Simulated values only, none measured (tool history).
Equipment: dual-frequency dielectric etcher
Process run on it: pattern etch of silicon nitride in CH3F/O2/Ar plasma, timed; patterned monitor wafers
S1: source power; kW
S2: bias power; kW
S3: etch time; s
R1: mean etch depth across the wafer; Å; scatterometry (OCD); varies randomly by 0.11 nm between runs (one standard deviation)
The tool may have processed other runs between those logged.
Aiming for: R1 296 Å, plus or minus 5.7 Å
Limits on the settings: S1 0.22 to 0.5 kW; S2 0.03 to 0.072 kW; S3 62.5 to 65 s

{"run": 1, "hour": 0.0, "S1": 0.36, "S2": 0.051, "S3": 62.5, "R1": 369.64}
{"run": 2, "hour": 3.3, "S1": 0.36, "S2": 0.051, "S3": 65, "R1": 384.75}
{"run": 3, "hour": 5.8, "S1": 0.38, "S2": 0.051, "S3": 65, "R1": 398.64}
{"run": 4, "hour": 7.6, "S1": 0.38, "S2": 0.051, "S3": 65, "R1": 394.93}
{"run": 5, "hour": 13.5, "S1": 0.34, "S2": 0.045, "S3": 64.5, "R1": 360.53}
{"run": 6, "hour": 21.9, "S1": 0.29, "S2": 0.045, "S3": 64.5, "R1": 332.43}
{"run": 7, "hour": 22.8, "S1": 0.27, "S2": 0.044, "S3": 64.5, "R1": 313.94}
{"run": 8, "hour": 29.7, "S1": 0.26, "S2": 0.044, "S3": 64.5, "R1": 309.45}

Exercise: of the 4 proposed moves below, exactly one satisfies all targets within the stated allowed misses. Which move is it?
{"run": "A", "hour": 36.6, "S1": 0.27, "S2": 0.051, "S3": 63, "R1": "?"}
{"run": "B", "hour": 36.6, "S1": 0.26, "S2": 0.041, "S3": 63, "R1": "?"}
{"run": "C", "hour": 36.6, "S1": 0.28, "S2": 0.045, "S3": 63.5, "R1": "?"}
{"run": "D", "hour": 36.6, "S1": 0.24, "S2": 0.045, "S3": 62.5, "R1": "?"}

move=A R1=316.26
move=B R1=294.92
move=C R1=317.08
move=D R1=283.43
A: further off than the last run
B: every result lands within tolerance
C: further off than the last run
D: pushes the last run's worst result past its target
Go with B: it meets all targets.
